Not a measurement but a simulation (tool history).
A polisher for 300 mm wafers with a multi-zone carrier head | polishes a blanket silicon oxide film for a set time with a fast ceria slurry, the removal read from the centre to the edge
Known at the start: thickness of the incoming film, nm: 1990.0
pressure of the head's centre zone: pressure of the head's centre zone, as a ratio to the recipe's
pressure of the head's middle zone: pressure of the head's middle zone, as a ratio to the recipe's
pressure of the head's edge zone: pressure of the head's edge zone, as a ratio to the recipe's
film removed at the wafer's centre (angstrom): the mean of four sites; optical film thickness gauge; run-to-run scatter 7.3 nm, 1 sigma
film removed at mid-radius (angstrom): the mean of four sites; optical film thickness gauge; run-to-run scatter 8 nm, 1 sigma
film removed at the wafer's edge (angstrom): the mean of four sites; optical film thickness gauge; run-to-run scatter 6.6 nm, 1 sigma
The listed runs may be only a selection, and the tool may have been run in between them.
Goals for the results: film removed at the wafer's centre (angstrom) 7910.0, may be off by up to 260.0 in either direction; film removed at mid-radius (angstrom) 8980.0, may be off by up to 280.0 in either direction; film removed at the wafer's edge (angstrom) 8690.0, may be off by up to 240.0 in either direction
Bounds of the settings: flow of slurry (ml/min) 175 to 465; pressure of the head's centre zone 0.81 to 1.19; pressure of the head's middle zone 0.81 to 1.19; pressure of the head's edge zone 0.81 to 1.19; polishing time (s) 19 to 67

run	hour	flow of slurry (ml/min)	pressure of the head's centre zone	pressure of the head's middle zone	pressure of the head's edge zone	polishing time (s)	film removed at the wafer's centre (angstrom)	film removed at mid-radius (angstrom)	film removed at the wafer's edge (angstrom)
1	0.0	295	1.00	1.00	1.00	43	7084.8	7074.1	7037.7
2	2.0	295	1.00	1.00	1.00	52	8707.9	8571.8	8510.7
3	3.1	295	0.99	1.01	1.00	52	8603.1	8619.8	8646.0
4	3.9	295	0.98	1.02	1.00	52	8543.3	8876.8	8691.4
5	5.8	235	0.98	1.02	1.00	52	8463.9	8675.4	8463.2
6	13.4	235	0.98	1.02	1.00	61	9730.2	10032.0	9945.9
7	21.1	230	0.96	1.01	0.98	61	9409.2	10091.0	9991.5
8	27.4	230	0.92	0.99	0.90	55	8163.4	8846.3	8577.4

Of the 5 settings listed for the next run, only one would bring every result within its allowed miss of target. Which one?
A	33.7	235	0.96	1.11	0.95	51	?	?	?
B	33.7	300	0.97	1.02	0.94	53	?	?	?
C	33.7	240	0.90	0.92	0.81	58	?	?	?
D	33.7	195	0.94	1.04	0.85	55	?	?	?
E	33.7	260	0.86	0.98	0.88	55	?	?	?

move	film removed at the wafer's centre (angstrom)	film removed at mid-radius (angstrom)	film removed at the wafer's edge (angstrom)
A	8062.5	9177.9	8211.1
B	8646.2	9048.7	8627.9
C	8596.9	8925.9	8726.1
D	8354.6	9213.1	8323.4
E	7847.2	8983.8	8618.9
A: brings the last run's worst result on target, with another outside its allowed miss
B: further off than the last run
C: further off than the last run
D: further off than the last run
E: in spec on every target
So the answer is move E, the one that meets all the targets.
